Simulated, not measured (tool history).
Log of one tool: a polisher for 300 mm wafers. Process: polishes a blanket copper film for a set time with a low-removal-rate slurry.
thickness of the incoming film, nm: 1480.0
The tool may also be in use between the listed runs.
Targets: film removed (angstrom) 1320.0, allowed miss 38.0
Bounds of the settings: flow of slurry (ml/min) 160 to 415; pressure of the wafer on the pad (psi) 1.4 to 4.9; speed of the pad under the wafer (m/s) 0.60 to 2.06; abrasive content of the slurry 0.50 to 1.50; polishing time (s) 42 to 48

| run | hour | flow of slurry (ml/min) | pressure of the wafer on the pad (psi) | speed of the pad under the wafer (m/s) | abrasive content of the slurry | polishing time (s) | film removed (angstrom) |
|---|---|---|---|---|---|---|---|
| 1 | 0.0 | 265 | 3.1 | 1.32 | 1.00 | 48 | 1878.5 |
| 2 | 5.1 | 265 | 2.8 | 1.32 | 1.00 | 48 | 1647.7 |
| 3 | 5.9 | 265 | 3.2 | 1.32 | 1.00 | 48 | 1915.6 |
| 4 | 11.2 | 265 | 2.9 | 1.32 | 1.00 | 48 | 1737.0 |
| 5 | 19.8 | 265 | 2.9 | 1.32 | 1.00 | 42 | 1528.1 |
| 6 | 25.8 | 265 | 2.8 | 1.32 | 1.00 | 42 | 1464.1 |
| 7 | 26.8 | 265 | 2.7 | 1.32 | 1.00 | 42 | 1405.3 |
| 8 | 32.6 | 260 | 2.6 | 1.32 | 1.00 | 42 | 1373.1 |

Which of these 5 next moves meets every target?
| A | 38.4 | 235 | 2.2 | 1.74 | 0.95 | 42 | ? |
| B | 38.4 | 275 | 2.5 | 1.30 | 0.95 | 43 | ? |
| C | 38.4 | 260 | 2.0 | 1.54 | 1.05 | 48 | ? |
| D | 38.4 | 275 | 1.7 | 1.62 | 1.20 | 46 | ? |
| E | 38.4 | 260 | 2.8 | 1.12 | 0.90 | 48 | ? |

| move | film removed (angstrom) |
|---|---|
| A | 1490.7 |
| B | 1334.8 |
| C | 1424.7 |
| D | 1262.3 |
| E | 1429.3 |
A: further off than the last run
B: meets every target
C: further off than the last run
D: takes the result that was furthest off past its target
E: further off than the last run
Answer: B
